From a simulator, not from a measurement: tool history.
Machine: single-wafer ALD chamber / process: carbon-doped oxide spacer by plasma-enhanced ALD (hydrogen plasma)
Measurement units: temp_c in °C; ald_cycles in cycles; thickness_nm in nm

| run | hour | temp_c | ald_cycles | thickness_nm |
|---|---|---|---|---|
| 1 | 0 | 415 | 469 | 21.377 |
| 2 | 8.8 | 416 | 460 | 21.211 |
| 3 | 13.9 | 425 | 460 | 20.45 |
| 4 | 20.4 | 431 | 460 | 19.908 |
| 5 | 27.1 | 432 | 457 | 19.813 |
| 6 | 31.1 | 432 | 482 | 20.883 |

Run 7 comes next. What will it give?
| 7 | 35.1 | 433 | 475 | ? |

Run 7 came out at thickness_nm 20.454 nm.

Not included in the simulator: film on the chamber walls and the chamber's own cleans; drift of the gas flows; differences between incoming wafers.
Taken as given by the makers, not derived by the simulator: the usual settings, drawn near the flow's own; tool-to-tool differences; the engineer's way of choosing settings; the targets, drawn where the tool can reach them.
